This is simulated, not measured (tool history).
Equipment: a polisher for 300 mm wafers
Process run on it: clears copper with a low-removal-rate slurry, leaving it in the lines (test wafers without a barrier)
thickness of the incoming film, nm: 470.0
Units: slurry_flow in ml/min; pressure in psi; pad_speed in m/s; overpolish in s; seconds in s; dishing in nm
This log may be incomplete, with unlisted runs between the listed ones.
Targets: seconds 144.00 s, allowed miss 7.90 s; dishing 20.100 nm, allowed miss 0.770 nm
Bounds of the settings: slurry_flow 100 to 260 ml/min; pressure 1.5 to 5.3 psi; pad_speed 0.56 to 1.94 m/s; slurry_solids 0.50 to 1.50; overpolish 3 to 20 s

run,hour,slurry_flow,pressure,pad_speed,slurry_solids,overpolish,seconds,dishing
1,0.0,165,3.4,1.24,1.00,10,112.71,26.610
2,0.8,165,3.2,1.24,1.00,10,123.41,25.684
3,8.7,165,3.1,1.24,1.00,10,122.57,25.040
4,9.8,165,3.0,1.24,1.00,10,133.04,24.033
5,16.3,165,3.0,1.24,1.00,14,128.43,32.509
6,19.2,165,3.0,1.24,1.15,14,127.75,33.280
7,21.1,165,2.9,1.24,1.15,13,130.43,30.958
8,24.8,165,2.9,1.22,1.10,12,136.24,27.706
9,28.7,165,2.9,1.22,1.05,11,136.09,25.162
10,32.6,170,2.8,1.20,1.00,10,144.29,22.139

Which of these 4 next moves meets every target?
A,36.5,140,2.7,1.48,1.15,7,?,?
B,36.5,120,3.3,1.22,0.95,8,?,?
C,36.5,190,2.7,1.12,0.80,10,?,?
D,36.5,175,2.4,1.40,1.05,9,?,?

move,seconds,dishing
A,123.39,18.783
B,130.29,20.331
C,165.43,19.908
D,143.64,20.477
A: takes the result that was furthest off past its target
B: brings the result that was furthest off to its target, and leaves another outside
C: brings the result that was furthest off to its target, and leaves another outside
D: every result lands within tolerance
Correct choice: D, which meets every target
